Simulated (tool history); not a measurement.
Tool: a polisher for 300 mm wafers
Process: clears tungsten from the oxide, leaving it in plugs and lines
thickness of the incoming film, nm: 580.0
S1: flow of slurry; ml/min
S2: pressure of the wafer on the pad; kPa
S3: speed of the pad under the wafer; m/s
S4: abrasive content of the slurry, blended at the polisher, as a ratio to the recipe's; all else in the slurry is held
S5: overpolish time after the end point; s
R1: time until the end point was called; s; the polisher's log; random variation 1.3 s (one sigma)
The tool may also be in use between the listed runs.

Run 1, hour 0.0: S1 275 ml/min, S2 24.8 kPa, S3 1.18 m/s, S4 1.0, S5 4 s. Result: R1 114.450 s.
Run 2, hour 5.0: S1 275 ml/min, S2 24.8 kPa, S3 1.18 m/s, S4 1.0, S5 4 s. Result: R1 114.080 s.
Run 3, hour 6.9: S1 275 ml/min, S2 29.6 kPa, S3 1.18 m/s, S4 1.0, S5 4 s. Result: R1 96.933 s.
Run 4, hour 14.2: S1 325 ml/min, S2 29.6 kPa, S3 1.18 m/s, S4 1.0, S5 4 s. Result: R1 94.547 s.
Run 5, hour 18.6: S1 325 ml/min, S2 29.6 kPa, S3 1.18 m/s, S4 1.0, S5 4 s. Result: R1 93.114 s.
Run 6, hour 25.2: S1 315 ml/min, S2 26.9 kPa, S3 1.18 m/s, S4 1.0, S5 4 s. Result: R1 105.120 s.
Run 7, hour 32.2: S1 315 ml/min, S2 24.8 kPa, S3 1.18 m/s, S4 1.0, S5 4 s. Result: R1 113.540 s.
Run 8, hour 35.7: S1 315 ml/min, S2 23.4 kPa, S3 1.18 m/s, S4 1.0, S5 4 s. Result: R1 119.710 s.
Run 9, hour 44.8: S1 315 ml/min, S2 22.1 kPa, S3 1.18 m/s, S4 1.0, S5 4 s. Result: R1 128.190 s.
Run 10, hour 50.8: S1 315 ml/min, S2 21.4 kPa, S3 1.18 m/s, S4 1.0, S5 4 s. Result: R1 131.100 s.
Run 11, hour 54.0: S1 315 ml/min, S2 20.7 kPa, S3 1.18 m/s, S4 1.0, S5 4 s. Result: R1 135.790 s.
Run 12, hour 60.2: S1 315 ml/min, S2 20.0 kPa, S3 1.18 m/s, S4 1.0, S5 4 s. Result: R1 141.500 s.

Forecast run 13:
Run 13, hour 65.8: S1 315 ml/min, S2 19.3 kPa, S3 1.18 m/s, S4 1.0, S5 4 s. Result: R1 ?.

{"run 13": {"R1": 143.96}}

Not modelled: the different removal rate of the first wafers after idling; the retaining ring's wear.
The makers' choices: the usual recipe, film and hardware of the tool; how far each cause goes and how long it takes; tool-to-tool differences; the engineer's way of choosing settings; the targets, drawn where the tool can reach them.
